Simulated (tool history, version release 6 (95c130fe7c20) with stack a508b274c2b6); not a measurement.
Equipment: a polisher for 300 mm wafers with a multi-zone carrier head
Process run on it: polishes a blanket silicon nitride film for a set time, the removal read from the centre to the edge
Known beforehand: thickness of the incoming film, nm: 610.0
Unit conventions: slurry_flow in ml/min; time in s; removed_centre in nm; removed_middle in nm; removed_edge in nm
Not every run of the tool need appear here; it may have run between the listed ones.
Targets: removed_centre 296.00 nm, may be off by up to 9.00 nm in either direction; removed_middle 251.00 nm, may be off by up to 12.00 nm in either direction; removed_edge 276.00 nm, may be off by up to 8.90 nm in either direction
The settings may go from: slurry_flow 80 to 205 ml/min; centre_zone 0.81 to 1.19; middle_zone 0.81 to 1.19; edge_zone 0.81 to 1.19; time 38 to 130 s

run 1 hour=0.0 | slurry_flow=135 centre_zone=1.00 middle_zone=1.00 edge_zone=1.00 time=84 | removed_centre=198.19 removed_middle=195.80 removed_edge=193.79
run 2 hour=6.0 | slurry_flow=135 centre_zone=1.06 middle_zone=1.00 edge_zone=1.00 time=84 | removed_centre=208.72 removed_middle=191.30 removed_edge=191.23
run 3 hour=14.7 | slurry_flow=140 centre_zone=1.07 middle_zone=0.99 edge_zone=1.03 time=88 | removed_centre=225.46 removed_middle=203.64 removed_edge=208.79
run 4 hour=20.9 | slurry_flow=150 centre_zone=1.08 middle_zone=0.99 edge_zone=1.06 time=90 | removed_centre=236.41 removed_middle=215.83 removed_edge=215.05
run 5 hour=29.9 | slurry_flow=170 centre_zone=1.08 middle_zone=0.99 edge_zone=1.06 time=90 | removed_centre=239.23 removed_middle=213.22 removed_edge=218.94
run 6 hour=37.4 | slurry_flow=170 centre_zone=1.08 middle_zone=0.98 edge_zone=1.08 time=93 | removed_centre=247.47 removed_middle=214.85 removed_edge=226.02
run 7 hour=41.7 | slurry_flow=170 centre_zone=1.08 middle_zone=0.98 edge_zone=1.10 time=96 | removed_centre=253.79 removed_middle=230.39 removed_edge=234.22
run 8 hour=45.6 | slurry_flow=175 centre_zone=1.08 middle_zone=0.96 edge_zone=1.11 time=99 | removed_centre=267.27 removed_middle=229.81 removed_edge=247.44
run 9 hour=46.7 | slurry_flow=175 centre_zone=1.08 middle_zone=0.96 edge_zone=1.12 time=101 | removed_centre=268.77 removed_middle=238.68 removed_edge=250.42
run 10 hour=53.2 | slurry_flow=180 centre_zone=1.08 middle_zone=0.95 edge_zone=1.13 time=102 | removed_centre=279.04 removed_middle=241.51 removed_edge=258.90
run 11 hour=54.9 | slurry_flow=180 centre_zone=1.08 middle_zone=0.95 edge_zone=1.14 time=103 | removed_centre=277.87 removed_middle=242.02 removed_edge=261.08

Consider the 5 candidate settings below. Which is the only one whose results all fall within their allowed miss of target?
run A hour=56.6 | slurry_flow=155 centre_zone=1.09 middle_zone=0.86 edge_zone=1.19 time=116 | removed_centre=? removed_middle=? removed_edge=?
run B hour=56.6 | slurry_flow=165 centre_zone=1.10 middle_zone=0.92 edge_zone=1.16 time=110 | removed_centre=? removed_middle=? removed_edge=?
run C hour=56.6 | slurry_flow=170 centre_zone=0.97 middle_zone=0.89 edge_zone=1.19 time=105 | removed_centre=? removed_middle=? removed_edge=?
run D hour=56.6 | slurry_flow=180 centre_zone=1.09 middle_zone=0.97 edge_zone=1.16 time=98 | removed_centre=? removed_middle=? removed_edge=?
run E hour=56.6 | slurry_flow=140 centre_zone=1.07 middle_zone=1.06 edge_zone=1.13 time=108 | removed_centre=? removed_middle=? removed_edge=?

move=A removed_centre=303.48 removed_middle=257.51 removed_edge=292.09
move=B removed_centre=293.80 removed_middle=256.20 removed_edge=275.76
move=C removed_centre=254.50 removed_middle=241.53 removed_edge=267.53
move=D removed_centre=264.18 removed_middle=238.58 removed_edge=248.22
move=E removed_centre=272.24 removed_middle=264.22 removed_edge=261.09
A: the worst result of the last run now meets its target, but another is out of spec
B: every result lands within tolerance
C: misses by more than the last run did
D: misses by more than the last run did
E: misses by more than the last run did
Correct choice: B, which meets every target
